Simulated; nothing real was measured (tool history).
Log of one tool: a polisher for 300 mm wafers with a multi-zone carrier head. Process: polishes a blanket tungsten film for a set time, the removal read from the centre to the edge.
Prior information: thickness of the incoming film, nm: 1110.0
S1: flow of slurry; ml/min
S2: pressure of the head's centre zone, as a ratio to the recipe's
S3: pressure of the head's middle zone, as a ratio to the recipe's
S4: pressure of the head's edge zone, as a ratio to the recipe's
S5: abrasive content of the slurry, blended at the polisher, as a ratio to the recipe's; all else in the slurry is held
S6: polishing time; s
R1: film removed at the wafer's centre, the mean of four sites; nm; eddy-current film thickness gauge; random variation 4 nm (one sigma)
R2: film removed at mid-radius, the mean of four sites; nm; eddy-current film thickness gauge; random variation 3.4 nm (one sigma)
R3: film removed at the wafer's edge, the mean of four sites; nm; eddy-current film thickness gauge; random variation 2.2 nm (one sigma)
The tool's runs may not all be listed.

run 1 hour=0.0 | S1=310 S2=1.00 S3=1.00 S4=1.00 S5=1.00 S6=38 | R1=321.23 R2=307.37 R3=317.55
run 2 hour=2.7 | S1=310 S2=0.93 S3=1.00 S4=1.00 S5=1.00 S6=38 | R1=302.26 R2=310.30 R3=315.72
run 3 hour=3.6 | S1=305 S2=0.91 S3=0.98 S4=0.97 S5=0.95 S6=38 | R1=290.46 R2=307.98 R3=309.45
run 4 hour=12.2 | S1=375 S2=0.91 S3=0.98 S4=0.97 S5=0.95 S6=38 | R1=295.22 R2=309.14 R3=311.73
run 5 hour=15.9 | S1=375 S2=0.91 S3=0.98 S4=0.97 S5=0.95 S6=30 | R1=232.81 R2=243.01 R3=243.45
run 6 hour=22.6 | S1=375 S2=0.91 S3=1.06 S4=0.97 S5=0.95 S6=30 | R1=232.69 R2=262.00 R3=245.87
run 7 hour=29.5 | S1=375 S2=0.93 S3=1.06 S4=1.01 S5=1.05 S6=30 | R1=241.59 R2=262.87 R3=256.26

Estimate the outcome of run 8 from the log above:
run 8 hour=37.7 | S1=390 S2=0.99 S3=1.08 S4=1.11 S5=1.30 S6=31 | R1=? R2=? R3=?

Run 8 produced R1 280.70 nm, R2 298.54 nm, R3 290.48 nm.
